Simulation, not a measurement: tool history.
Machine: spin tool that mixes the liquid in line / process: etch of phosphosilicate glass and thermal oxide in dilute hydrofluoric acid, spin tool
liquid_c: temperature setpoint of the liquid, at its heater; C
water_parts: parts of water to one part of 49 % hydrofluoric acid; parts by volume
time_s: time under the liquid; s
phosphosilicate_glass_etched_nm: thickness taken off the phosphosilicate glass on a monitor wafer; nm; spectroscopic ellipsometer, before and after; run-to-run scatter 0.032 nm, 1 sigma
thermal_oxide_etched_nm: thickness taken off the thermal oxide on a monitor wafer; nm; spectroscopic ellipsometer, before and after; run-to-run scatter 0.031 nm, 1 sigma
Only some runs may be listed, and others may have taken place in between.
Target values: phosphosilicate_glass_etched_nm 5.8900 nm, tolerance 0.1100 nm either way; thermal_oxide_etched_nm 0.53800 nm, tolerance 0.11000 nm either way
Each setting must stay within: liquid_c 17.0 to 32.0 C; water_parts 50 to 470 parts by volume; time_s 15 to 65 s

run	hour	liquid_c	water_parts	time_s	phosphosilicate_glass_etched_nm	thermal_oxide_etched_nm
1	0.0	24.0	260	35	6.5897	0.58382
2	3.2	24.0	165	35	11.6060	1.12720
3	5.6	24.0	165	40	13.2950	1.17440
4	10.3	24.0	130	40	17.5160	1.41000
5	18.4	24.0	190	40	11.1750	1.07500
6	19.1	22.5	205	40	9.6451	0.81815
7	27.1	21.5	215	40	8.8696	0.88151
8	34.8	21.0	225	40	8.1370	0.75593
9	35.4	20.0	230	40	7.6321	0.71100
10	41.0	19.5	235	40	7.3265	0.69614
11	46.3	19.0	240	40	6.9904	0.60766
12	49.1	18.5	245	40	6.6454	0.65835
13	57.0	18.0	250	40	6.4102	0.58193
14	63.7	17.5	255	40	6.1407	0.52029
15	68.0	17.5	255	40	6.1465	0.51154

4 next moves are on the table. One of them brings every result within its allowed miss. Which?
A	72.3	17.0	260	40	?	?
B	72.3	28.0	330	40	?	?
C	72.3	20.5	315	50	?	?
D	72.3	17.0	170	25	?	?

move	phosphosilicate_glass_etched_nm	thermal_oxide_etched_nm
A	5.8908	0.55680
B	6.4192	0.60675
C	6.5994	0.62379
D	6.1074	0.57728
A: hits every target within its allowed miss
B: the biggest miss grows against the last run
C: the biggest miss grows against the last run
D: moves toward the targets from the last run without getting all of them in spec
Correct choice: A, which meets every target

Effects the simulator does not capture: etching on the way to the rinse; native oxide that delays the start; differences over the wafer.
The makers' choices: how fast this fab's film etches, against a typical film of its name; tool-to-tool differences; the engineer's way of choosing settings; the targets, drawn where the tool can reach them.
